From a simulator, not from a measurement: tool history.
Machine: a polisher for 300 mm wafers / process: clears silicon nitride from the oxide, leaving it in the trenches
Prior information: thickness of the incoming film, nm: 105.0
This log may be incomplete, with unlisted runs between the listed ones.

run	hour	flow of slurry (ml/min)	pressure of the wafer on the pad (psi)	speed of the pad under the wafer (cm/s)	overpolish time after the end point (s)	time until the end point was called (s)
1	0.0	210	2.2	114	40	158.24
2	8.6	170	2.2	114	40	166.03
3	15.4	205	2.2	114	40	167.42
4	16.2	205	1.8	104	40	220.55
5	18.8	205	1.8	104	44	220.82
6	27.1	205	1.5	100	44	269.53
7	27.9	205	1.3	98	44	309.14

What will run 8 give?
8	34.0	205	1.2	98	44	?

Logged for run 8: time until the end point was called (s) 332.97.
